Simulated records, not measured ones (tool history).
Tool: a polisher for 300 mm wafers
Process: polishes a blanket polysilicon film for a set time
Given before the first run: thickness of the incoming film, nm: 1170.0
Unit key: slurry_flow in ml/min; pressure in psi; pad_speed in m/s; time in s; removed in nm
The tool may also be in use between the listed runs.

run    day  slurry_flow  pressure  pad_speed  time  removed
  1      0          320       2.7       1.22    31   333.59
  2  0.254          325         3       1.22    31   357.54
  3  0.483          325       2.5       1.22    31   319.87
  4  0.575          325       2.7       1.22    31   334.14
  5    0.9          330       3.1       1.22    31   373.19
  6  1.242          330       3.1       0.94    31   289.99
  7  1.496          335       3.4          1    31   330.07
  8  1.788          335       3.6       1.04    31   356.78
  9  2.067          335       3.8       1.08    31   391.28

Run 10 has not been measured yet. What should we expect?
 10  2.167          335       3.9        1.1    31        ?

{"run 10": {"removed": 406.42}}

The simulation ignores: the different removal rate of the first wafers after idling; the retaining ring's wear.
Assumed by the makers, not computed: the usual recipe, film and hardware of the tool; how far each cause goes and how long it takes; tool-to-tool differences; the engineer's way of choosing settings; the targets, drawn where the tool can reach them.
